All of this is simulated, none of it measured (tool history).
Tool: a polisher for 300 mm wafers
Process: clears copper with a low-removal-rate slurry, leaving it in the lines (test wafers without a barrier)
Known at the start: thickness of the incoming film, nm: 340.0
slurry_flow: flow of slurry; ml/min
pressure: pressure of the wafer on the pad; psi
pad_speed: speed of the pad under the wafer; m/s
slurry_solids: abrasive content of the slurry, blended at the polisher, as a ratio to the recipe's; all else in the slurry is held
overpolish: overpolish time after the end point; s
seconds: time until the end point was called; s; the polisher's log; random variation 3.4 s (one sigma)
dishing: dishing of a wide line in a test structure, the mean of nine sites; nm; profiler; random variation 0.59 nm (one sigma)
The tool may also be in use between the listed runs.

Run 1, hour 0: slurry_flow 210 ml/min, pressure 3.7 psi, pad_speed 1.06 m/s, slurry_solids 1, overpolish 25 s. Result: seconds 79.143 s, dishing 53.094 nm.
Run 2, hour 8.6: slurry_flow 210 ml/min, pressure 2.9 psi, pad_speed 1.06 m/s, slurry_solids 1, overpolish 25 s. Result: seconds 97.95 s, dishing 44.479 nm.
Run 3, hour 15.2: slurry_flow 210 ml/min, pressure 2.5 psi, pad_speed 0.98 m/s, slurry_solids 1, overpolish 29 s. Result: seconds 123.98 s, dishing 42.333 nm.
Run 4, hour 17.4: slurry_flow 210 ml/min, pressure 2.5 psi, pad_speed 1.16 m/s, slurry_solids 1, overpolish 29 s. Result: seconds 103.01 s, dishing 46.557 nm.
Run 5, hour 19.1: slurry_flow 210 ml/min, pressure 1.7 psi, pad_speed 1.16 m/s, slurry_solids 1, overpolish 29 s. Result: seconds 153.95 s, dishing 35.827 nm.
Run 6, hour 27.1: slurry_flow 255 ml/min, pressure 1.7 psi, pad_speed 1.16 m/s, slurry_solids 1, overpolish 29 s. Result: seconds 151.23 s, dishing 36.111 nm.

The next listed run, before its measurement:
Run 7, hour 28: slurry_flow 255 ml/min, pressure 1.7 psi, pad_speed 1.12 m/s, slurry_solids 1, overpolish 31 s. Result: seconds ?, dishing ?.

Run 7 gave seconds 149.18 s, dishing 37.553 nm.
